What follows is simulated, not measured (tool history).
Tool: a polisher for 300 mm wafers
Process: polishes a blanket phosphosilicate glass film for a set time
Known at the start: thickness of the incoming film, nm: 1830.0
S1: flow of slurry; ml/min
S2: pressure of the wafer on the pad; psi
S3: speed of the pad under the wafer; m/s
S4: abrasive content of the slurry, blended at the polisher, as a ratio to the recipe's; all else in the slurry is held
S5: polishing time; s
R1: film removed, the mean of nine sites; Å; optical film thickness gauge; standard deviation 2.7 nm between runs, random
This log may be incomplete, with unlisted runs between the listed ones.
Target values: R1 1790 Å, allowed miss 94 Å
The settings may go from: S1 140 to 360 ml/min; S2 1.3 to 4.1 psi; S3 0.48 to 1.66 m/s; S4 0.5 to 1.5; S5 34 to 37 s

run 1 day=0 | S1=230 S2=2.7 S3=1.06 S4=1 S5=37 | R1=2449.7
run 2 day=0.133 | S1=230 S2=2.2 S3=1.06 S4=1 S5=37 | R1=2173.3
run 3 day=0.433 | S1=230 S2=2.2 S3=1.06 S4=1.15 S5=37 | R1=2336.8
run 4 day=0.508 | S1=265 S2=2.2 S3=1.06 S4=1.15 S5=37 | R1=2371.9
run 5 day=0.733 | S1=265 S2=2.2 S3=1.06 S4=1.25 S5=37 | R1=2425.3
run 6 day=0.925 | S1=265 S2=1.8 S3=1.06 S4=1.25 S5=37 | R1=2172.2
run 7 day=1.162 | S1=265 S2=1.7 S3=1.04 S4=1.25 S5=37 | R1=2074.8
run 8 day=1.521 | S1=265 S2=1.6 S3=1.02 S4=1.25 S5=37 | R1=1981.1

Pick the move, out of 5, that brings all results within their allowed miss; only one does.
run A day=1.879 | S1=290 S2=1.8 S3=1.06 S4=1.25 S5=37 | R1=?
run B day=1.879 | S1=260 S2=1.9 S3=1 S4=1.2 S5=37 | R1=?
run C day=1.879 | S1=230 S2=1.8 S3=0.88 S4=1.35 S5=34 | R1=?
run D day=1.879 | S1=250 S2=1.5 S3=1.26 S4=1.3 S5=37 | R1=?
run E day=1.879 | S1=280 S2=1.7 S3=1.1 S4=1.35 S5=36 | R1=?

move=A R1=2226.1
move=B R1=2149.7
move=C R1=1842.6
move=D R1=2271.9
move=E R1=2212
A: its largest miss is bigger than the last run's
B: its largest miss is bigger than the last run's
C: each result inside its tolerance
D: its largest miss is bigger than the last run's
E: its largest miss is bigger than the last run's
Go with C: it meets all targets.

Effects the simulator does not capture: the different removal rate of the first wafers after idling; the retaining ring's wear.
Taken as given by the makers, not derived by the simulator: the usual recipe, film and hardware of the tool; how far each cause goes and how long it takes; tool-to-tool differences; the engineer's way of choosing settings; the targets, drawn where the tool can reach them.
